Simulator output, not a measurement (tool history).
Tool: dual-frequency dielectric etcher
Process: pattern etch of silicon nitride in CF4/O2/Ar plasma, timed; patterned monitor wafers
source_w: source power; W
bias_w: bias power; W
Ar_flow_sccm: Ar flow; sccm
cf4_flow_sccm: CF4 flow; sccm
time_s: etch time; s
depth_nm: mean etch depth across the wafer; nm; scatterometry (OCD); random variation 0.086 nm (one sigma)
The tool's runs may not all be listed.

{"run": 1, "hour": 0.0, "source_w": 580, "bias_w": 40, "Ar_flow_sccm": 93, "cf4_flow_sccm": 93, "time_s": 10.5, "depth_nm": 23.212}
{"run": 2, "hour": 4.3, "source_w": 580, "bias_w": 40, "Ar_flow_sccm": 101, "cf4_flow_sccm": 93, "time_s": 10.5, "depth_nm": 22.887}
{"run": 3, "hour": 7.0, "source_w": 580, "bias_w": 40, "Ar_flow_sccm": 101, "cf4_flow_sccm": 93, "time_s": 10.5, "depth_nm": 22.875}
{"run": 4, "hour": 13.0, "source_w": 580, "bias_w": 40, "Ar_flow_sccm": 91, "cf4_flow_sccm": 93, "time_s": 10.5, "depth_nm": 23.242}
{"run": 5, "hour": 20.7, "source_w": 610, "bias_w": 40, "Ar_flow_sccm": 91, "cf4_flow_sccm": 93, "time_s": 10.5, "depth_nm": 24.235}
{"run": 6, "hour": 22.8, "source_w": 630, "bias_w": 40, "Ar_flow_sccm": 91, "cf4_flow_sccm": 93, "time_s": 10.5, "depth_nm": 25.268}
{"run": 7, "hour": 27.9, "source_w": 650, "bias_w": 40, "Ar_flow_sccm": 91, "cf4_flow_sccm": 93, "time_s": 10.5, "depth_nm": 25.881}

Run 8 comes next. What will it give?
{"hour": 36.5, "done": "wet clean of the chamber"}
{"run": 8, "hour": 36.5, "source_w": 760, "bias_w": 41, "Ar_flow_sccm": 91, "cf4_flow_sccm": 93, "time_s": 10.5, "depth_nm": "?"}

Run 8 gave depth_nm 28.88 nm.

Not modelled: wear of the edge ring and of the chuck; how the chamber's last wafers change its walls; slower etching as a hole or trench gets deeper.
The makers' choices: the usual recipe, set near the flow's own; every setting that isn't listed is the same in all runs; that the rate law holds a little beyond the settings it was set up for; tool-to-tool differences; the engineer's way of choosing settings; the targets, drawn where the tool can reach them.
